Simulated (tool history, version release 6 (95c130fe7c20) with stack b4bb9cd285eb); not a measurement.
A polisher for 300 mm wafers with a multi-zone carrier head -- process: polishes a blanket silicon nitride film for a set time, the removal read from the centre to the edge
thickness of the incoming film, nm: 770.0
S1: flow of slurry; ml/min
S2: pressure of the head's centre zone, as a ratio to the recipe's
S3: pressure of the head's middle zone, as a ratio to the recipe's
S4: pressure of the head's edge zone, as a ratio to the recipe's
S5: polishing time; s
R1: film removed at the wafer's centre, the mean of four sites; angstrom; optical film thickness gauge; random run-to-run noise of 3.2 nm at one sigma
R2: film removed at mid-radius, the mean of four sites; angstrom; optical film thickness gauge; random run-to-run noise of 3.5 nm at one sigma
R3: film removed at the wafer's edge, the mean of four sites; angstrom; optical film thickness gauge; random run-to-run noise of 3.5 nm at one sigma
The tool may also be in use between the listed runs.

run  hour   S1    S2    S3    S4  S5      R1      R2      R3
  1     0  155     1     1     1  79  2373.4    2447  2400.5
  2   8.7  185     1     1     1  79  2488.5  2481.3  2423.3
  3  12.5  185  1.06     1     1  79  2625.1  2527.4  2409.8
  4  20.9  190  1.08  1.01  1.03  82    2818  2641.4  2597.3
  5  23.9  190  1.08  1.01  1.08  82  2792.5  2673.4  2646.5
  6  28.7  190  1.08  1.01  1.04  82  2801.9  2637.4  2601.5
  7  32.4  200  1.11  1.04  1.06  83  2859.5  2732.9  2630.3
  8  36.9  205  1.13  1.05  1.06  86  3066.4  2871.2  2693.9
  9  40.6  210  1.14  1.06  1.08  87  3225.8  2944.1  2748.3
 10  42.2  215  1.14  1.06   1.1  88  3203.4  3055.7  2803.6
 11  48.3  215  1.15  1.05  1.11  89  3305.1  2997.2  2871.9

Run 12 has not been measured yet. What should we expect?
 12  56.8  220  1.15  1.05  1.12  89   ?   ?   ?

R1: 3273 angstrom
R2: 2971.7 angstrom
R3: 3015.8 angstrom
